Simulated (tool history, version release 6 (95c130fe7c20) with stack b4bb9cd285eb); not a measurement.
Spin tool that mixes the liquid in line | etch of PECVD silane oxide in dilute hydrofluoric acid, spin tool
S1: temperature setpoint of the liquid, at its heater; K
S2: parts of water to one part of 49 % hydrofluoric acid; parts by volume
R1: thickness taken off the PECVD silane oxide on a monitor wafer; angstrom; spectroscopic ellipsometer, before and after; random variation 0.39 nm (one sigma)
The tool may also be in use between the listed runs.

{"run": 1, "day": 0.0, "S1": 297.15, "S2": 125, "time under the liquid (s)": 275, "R1": 571.94}
{"run": 2, "day": 0.371, "S1": 298.65, "S2": 115, "time under the liquid (s)": 275, "R1": 665.54}
{"run": 3, "day": 0.575, "S1": 298.65, "S2": 115, "time under the liquid (s)": 295, "R1": 711.23}
{"run": 4, "day": 0.783, "S1": 298.65, "S2": 100, "time under the liquid (s)": 295, "R1": 836.55}
{"run": 5, "day": 1.062, "S1": 296.15, "S2": 100, "time under the liquid (s)": 295, "R1": 754.33}
{"run": 6, "day": 1.362, "S1": 296.15, "S2": 125, "time under the liquid (s)": 295, "R1": 592.2}
{"run": 7, "day": 1.533, "S1": 298.15, "S2": 120, "time under the liquid (s)": 295, "R1": 671.56}
{"run": 8, "day": 1.904, "S1": 299.65, "S2": 115, "time under the liquid (s)": 295, "R1": 740.03}
{"run": 9, "day": 2.179, "S1": 300.65, "S2": 110, "time under the liquid (s)": 295, "R1": 812.34}
{"run": 10, "day": 2.242, "S1": 304.65, "S2": 85, "time under the liquid (s)": 295, "R1": 1268.0}
{"run": 11, "day": 2.412, "S1": 304.15, "S2": 85, "time under the liquid (s)": 295, "R1": 1240.8}

The next listed run, before its measurement:
{"day": 2.667, "done": "hydrofluoric acid flow meter replaced"}
{"run": 12, "day": 2.667, "S1": 302.15, "S2": 85, "time under the liquid (s)": 295, "R1": "?"}

{"run 12": {"R1": 1062.3}}
